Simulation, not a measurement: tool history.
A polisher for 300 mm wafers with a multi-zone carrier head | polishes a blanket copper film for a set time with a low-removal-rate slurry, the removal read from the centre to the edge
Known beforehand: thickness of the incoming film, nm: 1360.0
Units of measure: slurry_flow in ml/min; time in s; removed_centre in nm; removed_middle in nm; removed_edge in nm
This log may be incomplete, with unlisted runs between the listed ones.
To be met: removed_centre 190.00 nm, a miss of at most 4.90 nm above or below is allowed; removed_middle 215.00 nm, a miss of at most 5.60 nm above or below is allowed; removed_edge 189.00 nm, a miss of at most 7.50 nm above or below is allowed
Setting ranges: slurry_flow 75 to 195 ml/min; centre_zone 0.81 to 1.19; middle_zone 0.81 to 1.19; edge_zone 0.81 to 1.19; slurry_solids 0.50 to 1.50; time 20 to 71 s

{"run": 1, "hour": 0.0, "slurry_flow": 125, "centre_zone": 1.0, "middle_zone": 1.0, "edge_zone": 1.0, "slurry_solids": 1.0, "time": 45, "removed_centre": 147.66, "removed_middle": 149.97, "removed_edge": 150.54}
{"run": 2, "hour": 2.0, "slurry_flow": 125, "centre_zone": 1.0, "middle_zone": 1.04, "edge_zone": 1.0, "slurry_solids": 1.0, "time": 45, "removed_centre": 147.22, "removed_middle": 154.22, "removed_edge": 150.28}
{"run": 3, "hour": 7.3, "slurry_flow": 125, "centre_zone": 1.0, "middle_zone": 1.04, "edge_zone": 1.0, "slurry_solids": 1.0, "time": 53, "removed_centre": 173.37, "removed_middle": 183.33, "removed_edge": 179.13}
{"run": 4, "hour": 12.3, "slurry_flow": 135, "centre_zone": 1.0, "middle_zone": 1.05, "edge_zone": 1.0, "slurry_solids": 1.0, "time": 53, "removed_centre": 180.2, "removed_middle": 190.31, "removed_edge": 180.83}
{"run": 5, "hour": 15.6, "slurry_flow": 135, "centre_zone": 1.07, "middle_zone": 1.05, "edge_zone": 1.0, "slurry_solids": 1.0, "time": 53, "removed_centre": 190.91, "removed_middle": 191.98, "removed_edge": 182.28}
{"run": 6, "hour": 17.9, "slurry_flow": 140, "centre_zone": 1.06, "middle_zone": 1.07, "edge_zone": 1.01, "slurry_solids": 1.0, "time": 53, "removed_centre": 191.75, "removed_middle": 195.39, "removed_edge": 183.01}
{"run": 7, "hour": 18.7, "slurry_flow": 140, "centre_zone": 1.05, "middle_zone": 1.09, "edge_zone": 1.02, "slurry_solids": 1.0, "time": 53, "removed_centre": 191.18, "removed_middle": 198.56, "removed_edge": 185.13}
{"hour": 19.7, "done": "slurry nozzle cleaned"}
{"run": 8, "hour": 19.7, "slurry_flow": 140, "centre_zone": 1.04, "middle_zone": 1.1, "edge_zone": 1.02, "slurry_solids": 1.0, "time": 53, "removed_centre": 221.56, "removed_middle": 230.28, "removed_edge": 205.2}
{"run": 9, "hour": 23.7, "slurry_flow": 135, "centre_zone": 1.03, "middle_zone": 1.1, "edge_zone": 1.0, "slurry_solids": 1.0, "time": 53, "removed_centre": 216.62, "removed_middle": 228.14, "removed_edge": 203.45}
{"run": 10, "hour": 29.4, "slurry_flow": 145, "centre_zone": 1.01, "middle_zone": 1.09, "edge_zone": 1.0, "slurry_solids": 0.95, "time": 53, "removed_centre": 216.8, "removed_middle": 226.9, "removed_edge": 201.32}
{"run": 11, "hour": 36.1, "slurry_flow": 145, "centre_zone": 1.01, "middle_zone": 1.09, "edge_zone": 1.0, "slurry_solids": 0.95, "time": 53, "removed_centre": 214.54, "removed_middle": 228.2, "removed_edge": 200.06}
{"run": 12, "hour": 43.2, "slurry_flow": 140, "centre_zone": 1.0, "middle_zone": 1.09, "edge_zone": 0.99, "slurry_solids": 0.95, "time": 53, "removed_centre": 210.98, "removed_middle": 227.78, "removed_edge": 202.91}
{"run": 13, "hour": 51.6, "slurry_flow": 105, "centre_zone": 0.98, "middle_zone": 1.12, "edge_zone": 0.91, "slurry_solids": 0.8, "time": 53, "removed_centre": 182.3, "removed_middle": 208.68, "removed_edge": 176.53}
{"run": 14, "hour": 60.6, "slurry_flow": 105, "centre_zone": 0.98, "middle_zone": 1.12, "edge_zone": 0.92, "slurry_solids": 0.8, "time": 53, "removed_centre": 185.81, "removed_middle": 210.42, "removed_edge": 178.85}

5 next moves are on the table. One of them brings every result within its allowed miss. Which?
{"run": "A", "hour": 69.6, "slurry_flow": 85, "centre_zone": 0.94, "middle_zone": 1.06, "edge_zone": 0.87, "slurry_solids": 0.95, "time": 60, "removed_centre": "?", "removed_middle": "?", "removed_edge": "?"}
{"run": "B", "hour": 69.6, "slurry_flow": 110, "centre_zone": 0.98, "middle_zone": 1.13, "edge_zone": 0.89, "slurry_solids": 0.65, "time": 51, "removed_centre": "?", "removed_middle": "?", "removed_edge": "?"}
{"run": "C", "hour": 69.6, "slurry_flow": 100, "centre_zone": 0.9, "middle_zone": 1.01, "edge_zone": 0.89, "slurry_solids": 1.35, "time": 58, "removed_centre": "?", "removed_middle": "?", "removed_edge": "?"}
{"run": "D", "hour": 69.6, "slurry_flow": 140, "centre_zone": 1.01, "middle_zone": 1.13, "edge_zone": 0.86, "slurry_solids": 0.5, "time": 51, "removed_centre": "?", "removed_middle": "?", "removed_edge": "?"}
{"run": "E", "hour": 69.6, "slurry_flow": 130, "centre_zone": 1.06, "middle_zone": 1.14, "edge_zone": 0.91, "slurry_solids": 0.6, "time": 50, "removed_centre": "?", "removed_middle": "?", "removed_edge": "?"}

move=A removed_centre=188.24 removed_middle=214.64 removed_edge=192.48
move=B removed_centre=174.69 removed_middle=199.25 removed_edge=165.93
move=C removed_centre=197.69 removed_middle=223.42 removed_edge=206.92
move=D removed_centre=186.64 removed_middle=205.04 removed_edge=165.12
move=E removed_centre=192.12 removed_middle=203.49 removed_edge=167.71
A: all results land within tolerance of their targets
B: misses by more than the last run did
C: moves the result that the last run missed by most past its target, out the other side
D: misses by more than the last run did
E: misses by more than the last run did
A meets every target.
